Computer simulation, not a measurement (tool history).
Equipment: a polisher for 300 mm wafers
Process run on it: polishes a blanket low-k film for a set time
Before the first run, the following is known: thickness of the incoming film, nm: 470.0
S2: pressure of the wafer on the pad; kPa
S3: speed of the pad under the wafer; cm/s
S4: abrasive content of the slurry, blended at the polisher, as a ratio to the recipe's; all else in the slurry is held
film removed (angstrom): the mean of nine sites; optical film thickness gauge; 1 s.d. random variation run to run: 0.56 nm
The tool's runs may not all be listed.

run 1 day=0.000 | flow_of_slurry_(ml/min)=125 S2=16.5 S3=110 S4=1.0 polishing_time_(s)=84 | film_removed_(angstrom)=402.29
run 2 day=0.033 | flow_of_slurry_(ml/min)=155 S2=16.5 S3=110 S4=1.0 polishing_time_(s)=84 | film_removed_(angstrom)=416.17
run 3 day=0.367 | flow_of_slurry_(ml/min)=155 S2=16.5 S3=110 S4=1.0 polishing_time_(s)=84 | film_removed_(angstrom)=413.92
run 4 day=0.446 | flow_of_slurry_(ml/min)=155 S2=16.5 S3=110 S4=0.9 polishing_time_(s)=84 | film_removed_(angstrom)=395.23
run 5 day=0.496 | flow_of_slurry_(ml/min)=155 S2=16.5 S3=110 S4=0.9 polishing_time_(s)=88 | film_removed_(angstrom)=408.73
run 6 day=0.588 | flow_of_slurry_(ml/min)=155 S2=17.2 S3=110 S4=0.9 polishing_time_(s)=88 | film_removed_(angstrom)=425.57
run 7 day=0.754 | flow_of_slurry_(ml/min)=155 S2=17.9 S3=110 S4=0.9 polishing_time_(s)=88 | film_removed_(angstrom)=444.27

Estimate the outcome of run 8 from the log above:
run 8 day=1.012 | flow_of_slurry_(ml/min)=155 S2=18.6 S3=110 S4=0.9 polishing_time_(s)=88 | film_removed_(angstrom)=?

Logged for run 8: film removed (angstrom) 454.97.
